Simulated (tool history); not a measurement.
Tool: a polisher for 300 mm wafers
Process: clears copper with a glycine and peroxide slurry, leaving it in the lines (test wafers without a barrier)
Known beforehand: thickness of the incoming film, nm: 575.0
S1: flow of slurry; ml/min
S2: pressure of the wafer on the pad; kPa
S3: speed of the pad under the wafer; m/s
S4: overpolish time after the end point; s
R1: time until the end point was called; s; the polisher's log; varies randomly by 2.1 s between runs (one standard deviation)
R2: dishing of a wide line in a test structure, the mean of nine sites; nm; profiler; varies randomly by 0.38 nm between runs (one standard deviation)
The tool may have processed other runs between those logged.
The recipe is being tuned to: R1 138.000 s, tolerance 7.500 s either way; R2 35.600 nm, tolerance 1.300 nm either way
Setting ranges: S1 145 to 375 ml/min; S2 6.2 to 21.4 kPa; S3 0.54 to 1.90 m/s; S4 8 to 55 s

run	hour	S1	S2	S3	S4	R1	R2
1	0.0	240	13.8	1.22	28	109.630	44.819
2	6.7	240	16.5	1.22	28	96.067	47.254
3	10.7	240	16.5	1.34	28	85.403	47.886
4	13.4	240	16.5	1.34	20	85.889	44.205
5	20.1	240	15.2	1.32	19	94.071	42.109
6	23.9	240	13.8	1.30	18	100.690	39.024
# hour 32.0: worn pad replaced by a new one
7	32.0	240	13.1	1.28	19	100.700	40.242
8	33.1	240	11.7	1.24	19	115.400	39.510
9	36.1	240	11.0	1.24	18	118.710	38.201
10	39.1	240	10.3	1.24	18	124.130	36.341

Pick the move, out of 4, that brings all results within their allowed miss; only one does.
A	42.1	255	10.3	1.08	18	?	?
B	42.1	245	9.7	1.32	22	?	?
C	42.1	240	9.7	1.44	19	?	?
D	42.1	315	10.3	1.40	16	?	?

move	R1	R2
A	137.450	34.964
B	125.190	39.231
C	117.410	37.586
D	110.560	35.910
A: every result lands within tolerance
B: the biggest miss grows against the last run
C: the biggest miss grows against the last run
D: the biggest miss grows against the last run
Move A is the one to make.

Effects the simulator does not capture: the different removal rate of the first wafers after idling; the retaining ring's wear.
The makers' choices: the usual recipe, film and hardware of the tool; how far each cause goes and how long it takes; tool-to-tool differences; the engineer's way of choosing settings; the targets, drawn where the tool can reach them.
